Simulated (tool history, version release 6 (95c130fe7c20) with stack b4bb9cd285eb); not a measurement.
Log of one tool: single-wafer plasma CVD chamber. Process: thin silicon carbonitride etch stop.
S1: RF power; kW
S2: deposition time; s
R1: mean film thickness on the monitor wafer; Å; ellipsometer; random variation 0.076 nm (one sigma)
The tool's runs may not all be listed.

{"run": 1, "hour": 0.0, "S1": 0.225, "S2": 23, "R1": 119.44}
{"run": 2, "hour": 6.2, "S1": 0.25, "S2": 23, "R1": 122.37}
{"run": 3, "hour": 8.2, "S1": 0.255, "S2": 23.4, "R1": 126.46}
{"run": 4, "hour": 8.8, "S1": 0.26, "S2": 23.7, "R1": 127.26}
{"run": 5, "hour": 14.8, "S1": 0.235, "S2": 23.7, "R1": 124.14}
{"run": 6, "hour": 23.1, "S1": 0.24, "S2": 24.1, "R1": 127.49}
{"run": 7, "hour": 29.2, "S1": 0.245, "S2": 24.4, "R1": 128.32}
{"run": 8, "hour": 35.8, "S1": 0.25, "S2": 24.7, "R1": 132.2}
{"run": 9, "hour": 42.3, "S1": 0.255, "S2": 24.9, "R1": 134.03}
{"run": 10, "hour": 50.6, "S1": 0.255, "S2": 24.9, "R1": 134.18}
{"run": 11, "hour": 52.9, "S1": 0.26, "S2": 25, "R1": 135.74}
{"run": 12, "hour": 55.7, "S1": 0.26, "S2": 25.1, "R1": 135.74}

Run 13 comes next. What will it give?
{"run": 13, "hour": 61.0, "S1": 0.26, "S2": 25.2, "R1": "?"}

Run 13 gave R1 135.58 Å.
